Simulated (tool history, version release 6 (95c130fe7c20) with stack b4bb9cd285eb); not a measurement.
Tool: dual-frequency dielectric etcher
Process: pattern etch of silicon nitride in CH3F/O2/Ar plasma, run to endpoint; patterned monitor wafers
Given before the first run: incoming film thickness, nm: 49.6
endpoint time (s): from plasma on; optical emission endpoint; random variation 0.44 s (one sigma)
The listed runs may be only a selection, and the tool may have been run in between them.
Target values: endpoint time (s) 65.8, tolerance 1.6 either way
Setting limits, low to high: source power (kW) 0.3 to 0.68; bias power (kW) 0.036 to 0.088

run	day	source power (kW)	bias power (kW)	endpoint time (s)
1	0	0.49	0.062	76.054
2	0.229	0.52	0.063	73.596
3	0.383	0.46	0.063	76.005
4	0.525	0.49	0.066	74.979
5	0.671	0.53	0.068	72.671
6	0.95	0.56	0.07	70.486
7	1.217	0.58	0.071	69.978
8	1.342	0.6	0.072	67.486
9	1.579	0.61	0.072	68.527

Pick the move, out of 5, that brings all results within their allowed miss; only one does.
A	1.817	0.64	0.062	?
B	1.817	0.68	0.061	?
C	1.817	0.59	0.067	?
D	1.817	0.58	0.074	?
E	1.817	0.59	0.082	?

move	endpoint time (s)
A	70.796
B	69.919
C	70.692
D	68.782
E	66.169
A: further off than the last run
B: further off than the last run
C: further off than the last run
D: further off than the last run
E: each result inside its tolerance
E is the move that brings every result within its allowed miss.
